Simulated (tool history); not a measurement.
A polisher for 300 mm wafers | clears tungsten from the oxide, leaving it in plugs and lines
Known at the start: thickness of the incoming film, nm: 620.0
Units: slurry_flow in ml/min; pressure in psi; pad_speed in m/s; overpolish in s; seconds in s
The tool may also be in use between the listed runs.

{"run": 1, "day": 0.0, "slurry_flow": 255, "pressure": 4.5, "pad_speed": 0.92, "slurry_solids": 1, "overpolish": 9, "seconds": 118.52}
{"run": 2, "day": 0.092, "slurry_flow": 255, "pressure": 4, "pad_speed": 0.92, "slurry_solids": 1, "overpolish": 9, "seconds": 134.12}
{"run": 3, "day": 0.317, "slurry_flow": 255, "pressure": 4.3, "pad_speed": 0.92, "slurry_solids": 1, "overpolish": 9, "seconds": 124.15}
{"run": 4, "day": 0.346, "slurry_flow": 255, "pressure": 4.5, "pad_speed": 0.92, "slurry_solids": 1, "overpolish": 9, "seconds": 119.78}
{"run": 5, "day": 0.6, "slurry_flow": 255, "pressure": 5.5, "pad_speed": 0.92, "slurry_solids": 1, "overpolish": 9, "seconds": 98.299}
{"run": 6, "day": 0.812, "slurry_flow": 255, "pressure": 5.5, "pad_speed": 1.1, "slurry_solids": 1, "overpolish": 9, "seconds": 86.947}
{"run": 7, "day": 0.988, "slurry_flow": 255, "pressure": 5.6, "pad_speed": 1.1, "slurry_solids": 1, "overpolish": 9, "seconds": 84.678}
{"run": 8, "day": 1.288, "slurry_flow": 255, "pressure": 5.7, "pad_speed": 1.1, "slurry_solids": 1, "overpolish": 9, "seconds": 84.813}

Forecast run 9:
{"run": 9, "day": 1.567, "slurry_flow": 255, "pressure": 5.8, "pad_speed": 1.1, "slurry_solids": 1, "overpolish": 9, "seconds": "?"}

{"run 9": {"seconds": 84.829}}
